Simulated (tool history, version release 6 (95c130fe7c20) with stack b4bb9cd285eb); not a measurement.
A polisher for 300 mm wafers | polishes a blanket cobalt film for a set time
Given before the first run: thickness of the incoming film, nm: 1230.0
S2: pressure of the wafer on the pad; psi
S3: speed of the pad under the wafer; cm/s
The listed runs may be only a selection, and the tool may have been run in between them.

Run 1, hour 0: flow of slurry (ml/min) 125, S2 2.3 psi, S3 120 cm/s, polishing time (s) 44. Result: film removed (angstrom) 2784.9.
Run 2, hour 0.8: flow of slurry (ml/min) 125, S2 2.3 psi, S3 148 cm/s, polishing time (s) 44. Result: film removed (angstrom) 3425.1.
Run 3, hour 6: flow of slurry (ml/min) 125, S2 2.7 psi, S3 148 cm/s, polishing time (s) 44. Result: film removed (angstrom) 4001.7.
Run 4, hour 14: flow of slurry (ml/min) 115, S2 2.3 psi, S3 148 cm/s, polishing time (s) 44. Result: film removed (angstrom) 3381.
Run 5, hour 19.5: flow of slurry (ml/min) 115, S2 2.3 psi, S3 128 cm/s, polishing time (s) 44. Result: film removed (angstrom) 2948.9.
Run 6, hour 26.6: flow of slurry (ml/min) 115, S2 2.3 psi, S3 128 cm/s, polishing time (s) 40. Result: film removed (angstrom) 2645.4.
Run 7, hour 31.3: flow of slurry (ml/min) 105, S2 2.2 psi, S3 128 cm/s, polishing time (s) 40. Result: film removed (angstrom) 2508.1.

Forecast run 8:
Run 8, hour 35.6: flow of slurry (ml/min) 100, S2 2.2 psi, S3 128 cm/s, polishing time (s) 40. Result: film removed (angstrom) ?.

Run 8 gave film removed (angstrom) 2444.4.
